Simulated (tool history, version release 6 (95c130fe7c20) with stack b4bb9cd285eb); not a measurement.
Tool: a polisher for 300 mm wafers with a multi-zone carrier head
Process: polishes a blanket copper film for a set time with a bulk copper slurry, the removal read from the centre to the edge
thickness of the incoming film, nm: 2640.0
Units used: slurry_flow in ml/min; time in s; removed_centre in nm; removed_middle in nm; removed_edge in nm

run,hour,slurry_flow,centre_zone,middle_zone,edge_zone,slurry_solids,time,removed_centre,removed_middle,removed_edge
1,0,305,1,1,1,1,62,648.68,646.38,634.08
2,6.5,305,1,1,1,1,71,730.92,739.52,754.69
3,10.4,305,1,1.02,1,1.05,71,753.78,749.61,765.11
4,14.7,305,1,1.02,1,1.05,62,637.45,671.1,664.43
5,20.2,305,1,1.09,1,1.05,62,651.54,699.9,666.23
6,23,305,1,1.09,0.96,1.05,62,643.85,696.4,663.05
7,31,325,1,1.1,0.94,1.1,64,672.32,742.59,683.86

Forecast run 8:
8,39.8,330,1,1.11,0.94,1.15,65,?,?,?

Run 8 yielded removed_centre 687.06 nm, removed_middle 760.42 nm, removed_edge 704.81 nm.
